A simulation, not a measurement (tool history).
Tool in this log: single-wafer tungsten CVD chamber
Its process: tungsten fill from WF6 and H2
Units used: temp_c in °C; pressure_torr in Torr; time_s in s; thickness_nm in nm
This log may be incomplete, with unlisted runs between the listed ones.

Run 1, hour 0.0: temp_c 375 °C, pressure_torr 48.6 Torr, time_s 15.4 s. Result: thickness_nm 33.956 nm.
Run 2, hour 2.7: temp_c 385 °C, pressure_torr 48.6 Torr, time_s 15.4 s. Result: thickness_nm 40.664 nm.
Run 3, hour 6.4: temp_c 385 °C, pressure_torr 48.6 Torr, time_s 15.4 s. Result: thickness_nm 40.136 nm.
Run 4, hour 15.2: temp_c 382 °C, pressure_torr 48.5 Torr, time_s 15.4 s. Result: thickness_nm 38.074 nm.
Run 5, hour 20.3: temp_c 382 °C, pressure_torr 53.7 Torr, time_s 15.4 s. Result: thickness_nm 40.119 nm.
Run 6, hour 28.3: temp_c 379 °C, pressure_torr 53.6 Torr, time_s 15.4 s. Result: thickness_nm 38.105 nm.

Run 7 is up next; what results do you expect?
Run 7, hour 32.2: temp_c 376 °C, pressure_torr 53.5 Torr, time_s 15.4 s. Result: thickness_nm ?.

thickness_nm: 35.881 nm

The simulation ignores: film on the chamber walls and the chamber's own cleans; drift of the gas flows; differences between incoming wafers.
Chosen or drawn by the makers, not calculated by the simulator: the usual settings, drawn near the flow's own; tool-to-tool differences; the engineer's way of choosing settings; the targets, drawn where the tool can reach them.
